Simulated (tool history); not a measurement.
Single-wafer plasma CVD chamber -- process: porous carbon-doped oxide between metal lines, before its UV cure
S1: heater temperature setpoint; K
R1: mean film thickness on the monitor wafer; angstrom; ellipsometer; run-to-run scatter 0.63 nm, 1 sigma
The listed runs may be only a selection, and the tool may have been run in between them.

{"run": 1, "hour": 0.0, "S1": 553.15, "RF power (kW)": 0.39, "deposition time (s)": 48.4, "R1": 2100.7}
{"run": 2, "hour": 5.4, "S1": 553.15, "RF power (kW)": 0.39, "deposition time (s)": 49.9, "R1": 2164.1}
{"run": 3, "hour": 9.7, "S1": 556.15, "RF power (kW)": 0.375, "deposition time (s)": 49.8, "R1": 2033.8}
{"run": 4, "hour": 12.8, "S1": 566.15, "RF power (kW)": 0.375, "deposition time (s)": 49.8, "R1": 1936.9}
{"run": 5, "hour": 14.2, "S1": 574.15, "RF power (kW)": 0.375, "deposition time (s)": 49.8, "R1": 1867.2}
{"run": 6, "hour": 19.7, "S1": 574.15, "RF power (kW)": 0.36, "deposition time (s)": 49.7, "R1": 1788.1}
{"run": 7, "hour": 27.3, "S1": 574.15, "RF power (kW)": 0.35, "deposition time (s)": 49.6, "R1": 1720.3}

Estimate the outcome of run 8 from the log above:
{"run": 8, "hour": 33.6, "S1": 577.15, "RF power (kW)": 0.3, "deposition time (s)": 49.3, "R1": "?"}

{"run 8": {"R1": 1430.7}}
